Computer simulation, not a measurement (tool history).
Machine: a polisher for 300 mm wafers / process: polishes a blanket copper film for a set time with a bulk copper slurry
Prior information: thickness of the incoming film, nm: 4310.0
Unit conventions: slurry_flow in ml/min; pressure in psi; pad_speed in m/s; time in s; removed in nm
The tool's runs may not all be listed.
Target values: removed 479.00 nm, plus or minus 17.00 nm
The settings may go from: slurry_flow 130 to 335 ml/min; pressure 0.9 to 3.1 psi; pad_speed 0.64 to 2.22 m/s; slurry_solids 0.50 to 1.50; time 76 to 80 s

run  hour  slurry_flow  pressure  pad_speed  slurry_solids  time  removed
  1   0.0          215       2.0       1.42           1.00    76   673.57
  2   2.4          215       1.8       1.42           1.00    76   607.11
  3   3.7          245       1.8       1.42           1.00    76   626.75
  4   6.5          235       1.7       1.42           1.00    76   571.90
  5   7.4          215       1.7       1.42           1.00    76   571.08
  6  14.6          215       1.7       1.42           1.00    76   582.76
  7  18.4          215       1.6       1.42           1.00    76   549.74
  8  23.5          215       1.5       1.42           1.00    76   506.45
  9  30.8          210       1.5       1.42           1.00    76   516.39

Exactly one of the 4 candidate moves below puts every result within its allowed miss. Which one?
  A  38.1          215       1.6       1.18           1.15    78        ?
  B  38.1          215       1.3       1.38           0.60    80        ?
  C  38.1          195       1.7       1.26           1.05    80        ?
  D  38.1          220       1.5       1.36           1.25    77        ?

move  removed
   A   474.53
   B   423.69
   C   534.23
   D   508.98
A: in spec on every target
B: takes the biggest miss from the last run beyond its target
C: further off than the last run
D: an improvement on the last run, though not all results are within tolerance
The move that meets every target is A.

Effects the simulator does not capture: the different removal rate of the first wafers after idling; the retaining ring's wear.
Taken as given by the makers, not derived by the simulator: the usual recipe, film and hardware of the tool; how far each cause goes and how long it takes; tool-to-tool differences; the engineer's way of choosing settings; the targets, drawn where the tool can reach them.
